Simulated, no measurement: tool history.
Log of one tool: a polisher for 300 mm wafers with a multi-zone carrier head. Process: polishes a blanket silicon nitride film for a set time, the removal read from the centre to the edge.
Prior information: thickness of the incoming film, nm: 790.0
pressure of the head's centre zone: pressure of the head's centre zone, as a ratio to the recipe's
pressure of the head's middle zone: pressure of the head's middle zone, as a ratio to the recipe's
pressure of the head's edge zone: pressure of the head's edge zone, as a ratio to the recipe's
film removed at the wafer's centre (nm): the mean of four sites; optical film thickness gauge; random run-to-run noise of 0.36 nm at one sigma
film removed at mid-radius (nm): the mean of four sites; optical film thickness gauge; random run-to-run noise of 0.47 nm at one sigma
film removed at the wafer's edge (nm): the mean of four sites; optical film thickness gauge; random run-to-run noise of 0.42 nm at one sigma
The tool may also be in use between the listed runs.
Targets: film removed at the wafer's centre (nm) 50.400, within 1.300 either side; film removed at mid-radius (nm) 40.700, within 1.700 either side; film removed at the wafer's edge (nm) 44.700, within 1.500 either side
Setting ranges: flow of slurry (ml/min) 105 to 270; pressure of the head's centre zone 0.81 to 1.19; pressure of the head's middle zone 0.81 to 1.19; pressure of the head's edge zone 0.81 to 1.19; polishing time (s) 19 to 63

run  hour  flow of slurry (ml/min)  pressure of the head's centre zone  pressure of the head's middle zone  pressure of the head's edge zone  polishing time (s)  film removed at the wafer's centre (nm)  film removed at mid-radius (nm)  film removed at the wafer's edge (nm)
  1   0.0                      175                                1.00                                1.00                              1.00                  41                                   54.639                           49.012                                 50.877
  2   7.6                      175                                1.00                                1.00                              1.00                  50                                   65.905                           60.010                                 61.328
  3  11.3                      170                                1.00                                0.97                              0.97                  47                                   63.033                           55.377                                 57.967
  4  15.3                      170                                1.00                                0.96                              0.96                  44                                   57.298                           50.533                                 53.078
  5  17.5                      145                                1.00                                0.96                              0.96                  44                                   56.091                           51.038                                 51.913
  6  18.7                      145                                1.08                                0.96                              0.96                  44                                   57.958                           48.862                                 51.886
  7  24.4                      140                                1.08                                0.94                              0.95                  43                                   56.929                           47.465                                 51.003
  8  27.2                      140                                1.08                                0.93                              0.94                  42                                   55.646                           45.908                                 48.019
  9  31.9                      135                                1.07                                0.91                              0.95                  41                                   53.303                           43.072                                 47.829
 10  36.2                      130                                1.07                                0.90                              0.94                  41                                   52.910                           42.972                                 47.104
 11  36.8                      125                                1.07                                0.89                              0.93                  41                                   51.430                           41.631                                 47.001
 12  40.2                      125                                1.07                                0.89                              0.92                  41                                   51.984                           40.950                                 46.047
 13  47.9                      125                                1.07                                0.89                              0.92                  41                                   52.157                           41.182                                 46.623
 14  50.4                      125                                1.07                                0.89                              0.92                  41                                   52.709                           42.028                                 46.443

Which of these 4 next moves meets every target?
  A  52.9                      115                                1.05                                1.00                              0.97                  40                                        ?                                ?                                      ?
  B  52.9                      120                                1.05                                0.89                              0.96                  42                                        ?                                ?                                      ?
  C  52.9                      140                                0.94                                0.90                              0.87                  39                                        ?                                ?                                      ?
  D  52.9                      120                                1.13                                0.93                              1.00                  39                                        ?                                ?                                      ?

move  film removed at the wafer's centre (nm)  film removed at mid-radius (nm)  film removed at the wafer's edge (nm)
   A                                   49.608                           44.047                                 45.558
   B                                   52.800                           43.041                                 48.122
   C                                   47.665                           41.953                                 44.324
   D                                   51.576                           41.232                                 45.367
A: the worst result of the last run now meets its target, but another is out of spec
B: lands further from the targets than the last run did
C: moves the result that the last run missed by most past its target, out the other side
D: hits every target within its allowed miss
D meets every target.
